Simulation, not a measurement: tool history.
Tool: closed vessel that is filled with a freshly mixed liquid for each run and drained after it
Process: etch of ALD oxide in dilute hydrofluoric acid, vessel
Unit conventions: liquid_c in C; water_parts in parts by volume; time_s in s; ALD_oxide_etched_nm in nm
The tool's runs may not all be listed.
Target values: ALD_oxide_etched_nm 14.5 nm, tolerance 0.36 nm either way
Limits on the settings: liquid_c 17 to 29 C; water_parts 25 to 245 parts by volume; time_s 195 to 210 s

run,hour,liquid_c,water_parts,time_s,ALD_oxide_etched_nm
1,0,21,135,195,10.884
2,7.4,21,100,195,15.248
3,8.8,17.5,100,195,13.117
4,13.3,18,100,195,13.447
5,14.7,18.5,100,195,13.755
6,21.7,18.5,100,195,13.8
7,26.3,19,100,195,14.094
# hour 28.4: hydrofluoric acid flow meter replaced
8,28.4,19.5,100,195,15.478
9,35,19,100,195,15.075

5 next moves are on the table. One of them brings every result within its allowed miss. Which?
A,41.6,18,100,195,?
B,41.6,21.5,120,195,?
C,41.6,17,105,205,?
D,41.6,19,100,200,?
E,41.6,20.5,105,195,?

move,ALD_oxide_etched_nm
A,14.522
B,13.662
C,13.87
D,15.528
E,15.251
A: every result lands within tolerance
B: moves the result that the last run missed by most past its target, out the other side
C: moves the result that the last run missed by most past its target, out the other side
D: further off than the last run
E: further off than the last run
The right move is A.

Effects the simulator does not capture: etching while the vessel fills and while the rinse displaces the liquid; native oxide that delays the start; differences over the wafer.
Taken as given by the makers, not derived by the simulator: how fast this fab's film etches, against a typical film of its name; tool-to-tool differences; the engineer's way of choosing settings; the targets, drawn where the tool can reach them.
